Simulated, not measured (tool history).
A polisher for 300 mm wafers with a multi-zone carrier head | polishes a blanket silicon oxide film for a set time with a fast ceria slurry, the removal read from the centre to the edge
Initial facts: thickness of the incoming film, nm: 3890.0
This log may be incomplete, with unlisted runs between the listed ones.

| run | hour | flow of slurry (ml/min) | pressure of the head's centre zone | pressure of the head's middle zone | pressure of the head's edge zone | polishing time (s) | film removed at the wafer's centre (nm) | film removed at mid-radius (nm) | film removed at the wafer's edge (nm) |
|---|---|---|---|---|---|---|---|---|---|
| 1 | 0 | 215 | 1 | 1 | 1 | 46 | 407.8 | 414.4 | 411.12 |
| 2 | 3.2 | 215 | 1 | 1 | 1.06 | 46 | 409.65 | 408.25 | 418.23 |
| 3 | 5.5 | 215 | 1 | 1 | 1.06 | 39 | 344.83 | 350.49 | 358.53 |
| 4 | 10.8 | 170 | 1 | 1 | 1.06 | 39 | 336.2 | 346.15 | 346.96 |
| 5 | 14.8 | 170 | 1 | 0.95 | 1.06 | 39 | 336.82 | 324.48 | 349.4 |
| 6 | 20.2 | 170 | 1 | 0.88 | 1.06 | 39 | 332.35 | 300.66 | 347.66 |
| 7 | 21.4 | 190 | 1 | 0.95 | 1.07 | 39 | 337.61 | 329.81 | 349.14 |
| 8 | 24.6 | 200 | 1 | 1 | 1.08 | 40 | 351.81 | 356.57 | 364.33 |
| 9 | 31.3 | 215 | 1 | 1.04 | 1.09 | 40 | 350.07 | 369.09 | 369.15 |
| 10 | 32.6 | 270 | 1.02 | 1.14 | 1.07 | 41 | 387.7 | 424.37 | 374.02 |

Run 11, settings as shown, results not yet in. Your forecast:
| 11 | 36.5 | 240 | 0.97 | 1.16 | 1.12 | 42 | ? | ? | ? |

film removed at the wafer's centre (nm): 366.7
film removed at mid-radius (nm): 429.68
film removed at the wafer's edge (nm): 396.3
